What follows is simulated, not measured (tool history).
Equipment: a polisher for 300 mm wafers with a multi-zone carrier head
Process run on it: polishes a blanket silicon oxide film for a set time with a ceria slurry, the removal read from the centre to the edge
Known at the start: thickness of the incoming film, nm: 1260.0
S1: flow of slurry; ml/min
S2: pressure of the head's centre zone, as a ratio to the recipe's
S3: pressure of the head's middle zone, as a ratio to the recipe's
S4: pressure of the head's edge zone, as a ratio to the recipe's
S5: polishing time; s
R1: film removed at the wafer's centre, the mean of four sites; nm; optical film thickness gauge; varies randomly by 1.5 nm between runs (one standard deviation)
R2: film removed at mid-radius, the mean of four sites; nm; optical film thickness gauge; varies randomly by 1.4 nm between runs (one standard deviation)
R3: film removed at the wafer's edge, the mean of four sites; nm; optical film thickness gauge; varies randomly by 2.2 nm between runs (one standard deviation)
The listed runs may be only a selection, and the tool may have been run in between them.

| run | hour | S1 | S2 | S3 | S4 | S5 | R1 | R2 | R3 |
|---|---|---|---|---|---|---|---|---|---|
| 1 | 0.0 | 260 | 1.00 | 1.00 | 1.00 | 38 | 215.19 | 223.76 | 221.69 |
| 2 | 8.0 | 265 | 1.00 | 1.01 | 0.95 | 34 | 193.86 | 200.58 | 192.61 |
| 3 | 14.6 | 265 | 0.99 | 1.02 | 0.91 | 32 | 179.33 | 189.80 | 176.86 |
| 4 | 19.1 | 260 | 0.99 | 1.02 | 0.88 | 31 | 173.03 | 182.56 | 167.04 |
| 5 | 24.0 | 260 | 1.02 | 1.02 | 0.88 | 31 | 177.77 | 182.47 | 175.81 |
| 6 | 27.3 | 280 | 0.98 | 0.99 | 0.86 | 31 | 173.36 | 180.60 | 171.72 |

What will run 7 give?
| 7 | 28.8 | 260 | 0.99 | 1.01 | 0.84 | 30 | ? | ? | ? |

{"run 7": {"R1": 166.39, "R2": 176.99, "R3": 158.42}}
